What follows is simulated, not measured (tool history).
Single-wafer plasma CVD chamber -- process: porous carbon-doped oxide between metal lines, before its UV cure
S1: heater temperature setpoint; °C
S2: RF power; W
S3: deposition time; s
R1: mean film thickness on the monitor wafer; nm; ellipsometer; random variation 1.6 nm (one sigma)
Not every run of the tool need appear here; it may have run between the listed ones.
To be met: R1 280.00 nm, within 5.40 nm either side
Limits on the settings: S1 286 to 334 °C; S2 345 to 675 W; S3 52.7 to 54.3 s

run  hour   S1   S2    S3      R1
  1   0.0  310  510  52.7  244.05
  2   5.5  308  515  52.7  247.15
  3  11.5  318  515  52.7  231.54
  4  16.6  315  515  52.7  235.02
  5  17.2  313  515  52.7  239.99
  6  23.8  317  515  52.7  232.55
  7  31.8  315  515  52.7  235.81
  8  37.5  313  515  52.7  237.88
  9  41.1  311  515  52.7  243.42
 10  44.5  309  515  52.7  246.95
 11  45.4  307  515  52.7  248.84

Which of these 5 next moves meets every target?
  A  46.3  303  575  54.3   ?
  B  46.3  298  590  54.3   ?
  C  46.3  296  465  54.3   ?
  D  46.3  299  405  52.7   ?
  E  46.3  307  540  54.3   ?

move      R1
   A  276.72
   B  289.67
   C  260.12
   D  230.07
   E  261.28
A: every result lands within tolerance
B: takes the result that was furthest off past its target
C: gains on the last run, yet a result remains outside its allowed miss
D: its largest miss is bigger than the last run's
E: gains on the last run, yet a result remains outside its allowed miss
Answer: A

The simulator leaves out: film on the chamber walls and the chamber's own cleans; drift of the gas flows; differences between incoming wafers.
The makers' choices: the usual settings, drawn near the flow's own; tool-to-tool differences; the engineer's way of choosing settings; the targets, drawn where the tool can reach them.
